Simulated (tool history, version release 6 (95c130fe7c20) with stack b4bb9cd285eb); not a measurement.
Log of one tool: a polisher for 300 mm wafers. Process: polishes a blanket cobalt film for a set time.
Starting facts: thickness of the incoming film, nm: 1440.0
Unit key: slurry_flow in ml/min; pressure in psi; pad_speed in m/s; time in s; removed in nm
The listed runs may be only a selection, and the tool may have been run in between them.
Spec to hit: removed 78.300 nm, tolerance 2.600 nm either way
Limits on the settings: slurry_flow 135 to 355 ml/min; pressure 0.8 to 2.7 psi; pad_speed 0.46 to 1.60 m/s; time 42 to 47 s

| run | hour | slurry_flow | pressure | pad_speed | time | removed |
|---|---|---|---|---|---|---|
| 1 | 0.0 | 225 | 1.7 | 1.02 | 47 | 185.240 |
| 2 | 1.8 | 225 | 2.1 | 1.02 | 47 | 224.480 |
| 3 | 8.7 | 225 | 2.1 | 1.28 | 47 | 278.440 |
| 4 | 9.4 | 225 | 1.8 | 1.14 | 46 | 208.400 |
| 5 | 11.8 | 225 | 1.8 | 1.14 | 47 | 216.450 |
| 6 | 13.8 | 225 | 1.6 | 1.02 | 47 | 174.690 |
| 7 | 20.8 | 225 | 1.4 | 0.94 | 47 | 140.010 |
| 8 | 24.4 | 225 | 1.4 | 0.94 | 47 | 141.570 |
| 9 | 26.2 | 215 | 0.9 | 0.66 | 46 | 65.283 |
| 10 | 34.1 | 215 | 0.9 | 0.66 | 46 | 65.358 |
| 11 | 39.9 | 225 | 0.9 | 0.66 | 46 | 65.781 |
| 12 | 47.1 | 230 | 0.9 | 0.66 | 46 | 66.401 |
| 13 | 56.0 | 235 | 0.9 | 0.66 | 46 | 65.627 |
| 14 | 62.2 | 235 | 1.0 | 0.66 | 46 | 73.505 |
|  | 65.8 | slurry nozzle cleaned |
| 15 | 65.8 | 245 | 1.1 | 0.66 | 46 | 82.745 |
| 16 | 72.4 | 240 | 1.1 | 0.66 | 46 | 83.447 |
| 17 | 79.8 | 235 | 1.1 | 0.66 | 46 | 84.053 |
| 18 | 88.1 | 230 | 1.1 | 0.66 | 46 | 83.393 |
| 19 | 91.5 | 225 | 1.1 | 0.66 | 46 | 82.987 |
| 20 | 94.4 | 215 | 1.0 | 0.66 | 46 | 74.250 |
| 21 | 99.3 | 215 | 1.1 | 0.66 | 46 | 81.960 |

Which single option among these 5 for the next run brings every result within its allowed miss of target? Just one does.
| A | 104.2 | 185 | 1.1 | 0.64 | 46 | ? |
| B | 104.2 | 135 | 1.0 | 0.72 | 42 | ? |
| C | 104.2 | 220 | 1.3 | 0.60 | 46 | ? |
| D | 104.2 | 175 | 1.0 | 0.88 | 42 | ? |
| E | 104.2 | 180 | 1.1 | 0.64 | 42 | ? |

| move | removed |
|---|---|
| A | 79.051 |
| B | 70.648 |
| C | 89.214 |
| D | 86.900 |
| E | 71.977 |
A: each result inside its tolerance
B: takes the result that was furthest off past its target
C: its largest miss is bigger than the last run's
D: its largest miss is bigger than the last run's
E: takes the result that was furthest off past its target
Answer: A
